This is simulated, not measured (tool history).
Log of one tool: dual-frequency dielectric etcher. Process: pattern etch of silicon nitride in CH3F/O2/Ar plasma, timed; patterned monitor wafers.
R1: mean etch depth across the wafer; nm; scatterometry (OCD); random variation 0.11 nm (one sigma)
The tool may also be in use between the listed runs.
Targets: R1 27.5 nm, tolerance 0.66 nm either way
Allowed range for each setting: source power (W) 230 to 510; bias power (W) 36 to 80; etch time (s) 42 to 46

Run 1, day 0: source power (W) 370, bias power (W) 58, etch time (s) 46. Result: R1 30.063 nm.
Run 2, day 0.146: source power (W) 360, bias power (W) 58, etch time (s) 46. Result: R1 29.718 nm.
Run 3, day 0.304: source power (W) 360, bias power (W) 50, etch time (s) 46. Result: R1 28.386 nm.
Run 4, day 0.558: source power (W) 390, bias power (W) 50, etch time (s) 46. Result: R1 29.323 nm.
Run 5, day 0.604: source power (W) 430, bias power (W) 50, etch time (s) 46. Result: R1 30.461 nm.
Run 6, day 0.692: source power (W) 430, bias power (W) 50, etch time (s) 46. Result: R1 30.356 nm.
Run 7, day 1.021: source power (W) 420, bias power (W) 50, etch time (s) 46. Result: R1 29.894 nm.
Run 8, day 1.133: source power (W) 410, bias power (W) 50, etch time (s) 46. Result: R1 29.884 nm.
Run 9, day 1.229: source power (W) 400, bias power (W) 50, etch time (s) 46. Result: R1 29.358 nm.
Run 10, day 1.521: source power (W) 370, bias power (W) 49, etch time (s) 46. Result: R1 28.569 nm.
Run 11, day 1.558: source power (W) 370, bias power (W) 49, etch time (s) 46. Result: R1 28.656 nm.

Below are 5 possible settings for the next run. Only one of them brings all results inside the allowed miss of their targets. Which is it?
Run A, day 1.596: source power (W) 380, bias power (W) 55, etch time (s) 45. Result: R1 ?.
Run B, day 1.596: source power (W) 370, bias power (W) 61, etch time (s) 43. Result: R1 ?.
Run C, day 1.596: source power (W) 460, bias power (W) 46, etch time (s) 44.5. Result: R1 ?.
Run D, day 1.596: source power (W) 340, bias power (W) 46, etch time (s) 43.5. Result: R1 ?.
Run E, day 1.596: source power (W) 390, bias power (W) 52, etch time (s) 43. Result: R1 ?.

move      R1
   A  29.149
   B  28.599
   C  29.221
   D  25.367
   E  27.591
A: its largest miss is bigger than the last run's
B: about the same distance from the targets as the last run
C: its largest miss is bigger than the last run's
D: the result that was furthest off in the last run now lies on the other side of its target
E: every result within its allowed miss
Correct choice: E, which meets every target
